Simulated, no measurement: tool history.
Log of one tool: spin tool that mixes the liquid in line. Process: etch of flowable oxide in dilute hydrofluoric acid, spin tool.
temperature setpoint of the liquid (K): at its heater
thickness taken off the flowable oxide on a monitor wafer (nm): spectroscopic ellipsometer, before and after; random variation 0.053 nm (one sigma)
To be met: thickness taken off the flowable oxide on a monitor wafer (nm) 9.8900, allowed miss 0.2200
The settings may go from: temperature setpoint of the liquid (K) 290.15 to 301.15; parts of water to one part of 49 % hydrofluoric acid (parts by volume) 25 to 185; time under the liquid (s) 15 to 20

| run | hour | temperature setpoint of the liquid (K) | parts of water to one part of 49 % hydrofluoric acid (parts by volume) | time under the liquid (s) | thickness taken off the flowable oxide on a monitor wafer (nm) |
|---|---|---|---|---|---|
| 1 | 0.0 | 293.15 | 105 | 20 | 6.3687 |
| 2 | 6.3 | 294.65 | 105 | 20 | 6.7018 |
| 3 | 10.6 | 292.15 | 105 | 20 | 6.1514 |
| 4 | 14.1 | 292.15 | 135 | 20 | 4.5604 |
| 5 | 17.7 | 293.65 | 125 | 20 | 5.3396 |
| 6 | 25.2 | 290.65 | 125 | 20 | 4.7053 |
| 7 | 32.6 | 294.65 | 90 | 20 | 8.0872 |
| 8 | 35.4 | 295.65 | 90 | 20 | 8.2312 |
| 9 | 38.2 | 296.65 | 90 | 20 | 8.7055 |

Which of these 5 next moves meets every target?
| A | 41.0 | 297.65 | 80 | 20 | ? |
| B | 41.0 | 295.15 | 95 | 20 | ? |
| C | 41.0 | 294.65 | 70 | 20 | ? |
| D | 41.0 | 295.15 | 75 | 20 | ? |
| E | 41.0 | 300.65 | 75 | 15 | ? |

| move | thickness taken off the flowable oxide on a monitor wafer (nm) |
|---|---|
| A | 10.2470 |
| B | 7.6604 |
| C | 10.4950 |
| D | 9.9387 |
| E | 9.2937 |
A: takes the result that was furthest off past its target
B: further off than the last run
C: takes the result that was furthest off past its target
D: meets every target
E: nearer than the last run, and not there yet
The right move is D.

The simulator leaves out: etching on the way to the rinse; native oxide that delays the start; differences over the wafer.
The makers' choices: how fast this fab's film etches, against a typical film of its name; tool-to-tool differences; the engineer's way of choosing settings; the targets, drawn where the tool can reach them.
